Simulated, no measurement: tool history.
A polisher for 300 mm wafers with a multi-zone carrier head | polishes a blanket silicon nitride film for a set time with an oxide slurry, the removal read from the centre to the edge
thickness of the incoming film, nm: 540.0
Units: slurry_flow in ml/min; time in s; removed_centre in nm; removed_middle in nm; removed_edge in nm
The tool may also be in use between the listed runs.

{"run": 1, "day": 0.0, "slurry_flow": 305, "centre_zone": 1, "middle_zone": 1, "edge_zone": 1, "slurry_solids": 1, "time": 47, "removed_centre": 36.543, "removed_middle": 36.449, "removed_edge": 36.063}
{"run": 2, "day": 0.071, "slurry_flow": 305, "centre_zone": 1, "middle_zone": 1.07, "edge_zone": 1, "slurry_solids": 1, "time": 47, "removed_centre": 36.015, "removed_middle": 38.612, "removed_edge": 36.315}
{"run": 3, "day": 0.317, "slurry_flow": 305, "centre_zone": 1, "middle_zone": 1.03, "edge_zone": 1, "slurry_solids": 1, "time": 47, "removed_centre": 36.326, "removed_middle": 37.196, "removed_edge": 36.045}
{"run": 4, "day": 0.362, "slurry_flow": 305, "centre_zone": 1, "middle_zone": 1.03, "edge_zone": 1.06, "slurry_solids": 1, "time": 47, "removed_centre": 35.856, "removed_middle": 37.177, "removed_edge": 37.34}
{"run": 5, "day": 0.521, "slurry_flow": 305, "centre_zone": 1, "middle_zone": 1.03, "edge_zone": 1.06, "slurry_solids": 1, "time": 57, "removed_centre": 42.991, "removed_middle": 44.894, "removed_edge": 44.962}
{"run": 6, "day": 0.792, "slurry_flow": 305, "centre_zone": 1.01, "middle_zone": 1.03, "edge_zone": 1.05, "slurry_solids": 1, "time": 57, "removed_centre": 45.064, "removed_middle": 45.164, "removed_edge": 44.843}
{"run": 7, "day": 0.988, "slurry_flow": 305, "centre_zone": 1.02, "middle_zone": 1.03, "edge_zone": 1.04, "slurry_solids": 1, "time": 57, "removed_centre": 45.625, "removed_middle": 44.959, "removed_edge": 44.863}
{"run": 8, "day": 1.275, "slurry_flow": 305, "centre_zone": 1.02, "middle_zone": 1.03, "edge_zone": 1.03, "slurry_solids": 1, "time": 57, "removed_centre": 44.685, "removed_middle": 45.832, "removed_edge": 44.136}
{"run": 9, "day": 1.358, "slurry_flow": 305, "centre_zone": 1.03, "middle_zone": 1.02, "edge_zone": 1.02, "slurry_solids": 1, "time": 57, "removed_centre": 45.662, "removed_middle": 45.225, "removed_edge": 44.607}
{"run": 10, "day": 1.442, "slurry_flow": 305, "centre_zone": 1.04, "middle_zone": 1.02, "edge_zone": 1.01, "slurry_solids": 1, "time": 57, "removed_centre": 45.866, "removed_middle": 45.181, "removed_edge": 44.039}

Run 11 comes next. What will it give?
{"run": 11, "day": 1.546, "slurry_flow": 305, "centre_zone": 1.05, "middle_zone": 1.02, "edge_zone": 1, "slurry_solids": 1, "time": 57, "removed_centre": "?", "removed_middle": "?", "removed_edge": "?"}

Run 11 gave removed_centre 46.181 nm, removed_middle 43.861 nm, removed_edge 43.508 nm.

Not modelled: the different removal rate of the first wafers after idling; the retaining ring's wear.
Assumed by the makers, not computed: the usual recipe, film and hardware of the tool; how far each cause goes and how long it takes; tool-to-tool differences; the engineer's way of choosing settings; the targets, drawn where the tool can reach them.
